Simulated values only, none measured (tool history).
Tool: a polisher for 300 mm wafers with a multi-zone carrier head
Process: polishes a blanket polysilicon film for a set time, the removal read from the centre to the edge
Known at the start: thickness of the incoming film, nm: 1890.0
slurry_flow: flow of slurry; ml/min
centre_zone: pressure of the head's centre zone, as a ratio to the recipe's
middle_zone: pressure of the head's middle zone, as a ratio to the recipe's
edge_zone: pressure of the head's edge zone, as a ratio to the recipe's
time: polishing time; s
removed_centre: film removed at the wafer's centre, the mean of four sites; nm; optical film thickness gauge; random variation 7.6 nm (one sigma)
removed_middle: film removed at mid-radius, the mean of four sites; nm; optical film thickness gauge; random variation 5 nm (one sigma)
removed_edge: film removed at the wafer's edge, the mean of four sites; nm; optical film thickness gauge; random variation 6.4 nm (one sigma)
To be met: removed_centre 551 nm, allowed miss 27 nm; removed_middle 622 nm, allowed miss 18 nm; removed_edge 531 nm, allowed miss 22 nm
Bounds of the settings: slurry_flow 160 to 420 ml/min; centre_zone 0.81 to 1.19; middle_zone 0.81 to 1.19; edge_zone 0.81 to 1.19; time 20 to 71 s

run 1 day=0 | slurry_flow=270 centre_zone=1 middle_zone=1 edge_zone=1 time=45 | removed_centre=408.54 removed_middle=411.57 removed_edge=407.6
run 2 day=0.158 | slurry_flow=280 centre_zone=1.01 middle_zone=1.05 edge_zone=1.01 time=48 | removed_centre=436.22 removed_middle=460.53 removed_edge=430.72
run 3 day=0.433 | slurry_flow=215 centre_zone=1.01 middle_zone=1.05 edge_zone=1.01 time=48 | removed_centre=429.34 removed_middle=450.63 removed_edge=428.72
run 4 day=0.671 | slurry_flow=220 centre_zone=1.02 middle_zone=1.08 edge_zone=1.03 time=51 | removed_centre=456.46 removed_middle=487.64 removed_edge=463.95
run 5 day=0.888 | slurry_flow=170 centre_zone=1.02 middle_zone=1.08 edge_zone=1.03 time=51 | removed_centre=438.42 removed_middle=465.48 removed_edge=458.07
run 6 day=1.129 | slurry_flow=210 centre_zone=1.03 middle_zone=1.11 edge_zone=1.04 time=52 | removed_centre=462.8 removed_middle=514.24 removed_edge=469.88
run 7 day=1.188 | slurry_flow=285 centre_zone=1.1 middle_zone=1.15 edge_zone=1.14 time=56 | removed_centre=557.78 removed_middle=576.83 removed_edge=562.8
run 8 day=1.233 | slurry_flow=290 centre_zone=1.09 middle_zone=1.16 edge_zone=1.11 time=56 | removed_centre=560.81 removed_middle=592.48 removed_edge=552.17
run 9 day=1.362 | slurry_flow=295 centre_zone=1.08 middle_zone=1.17 edge_zone=1.1 time=56 | removed_centre=550.6 removed_middle=587.58 removed_edge=537.13

Which of these 5 next moves meets every target?
run A day=1.492 | slurry_flow=325 centre_zone=1.06 middle_zone=1.19 edge_zone=1.04 time=57 | removed_centre=? removed_middle=? removed_edge=?
run B day=1.492 | slurry_flow=370 centre_zone=1.1 middle_zone=1.11 edge_zone=1.19 time=53 | removed_centre=? removed_middle=? removed_edge=?
run C day=1.492 | slurry_flow=300 centre_zone=1 middle_zone=1.11 edge_zone=1.09 time=57 | removed_centre=? removed_middle=? removed_edge=?
run D day=1.492 | slurry_flow=245 centre_zone=1.17 middle_zone=1.13 edge_zone=1.16 time=55 | removed_centre=? removed_middle=? removed_edge=?
run E day=1.492 | slurry_flow=305 centre_zone=1.11 middle_zone=1.13 edge_zone=1.15 time=55 | removed_centre=? removed_middle=? removed_edge=?

move=A removed_centre=551.81 removed_middle=618.43 removed_edge=524.11
move=B removed_centre=536.99 removed_middle=547.32 removed_edge=526.89
move=C removed_centre=518.59 removed_middle=578.18 removed_edge=534
move=D removed_centre=563.91 removed_middle=553.65 removed_edge=522.99
move=E removed_centre=551.55 removed_middle=567.08 removed_edge=530.05
A: meets every target
B: further off than the last run
C: further off than the last run
D: further off than the last run
E: further off than the last run
The right move is A.

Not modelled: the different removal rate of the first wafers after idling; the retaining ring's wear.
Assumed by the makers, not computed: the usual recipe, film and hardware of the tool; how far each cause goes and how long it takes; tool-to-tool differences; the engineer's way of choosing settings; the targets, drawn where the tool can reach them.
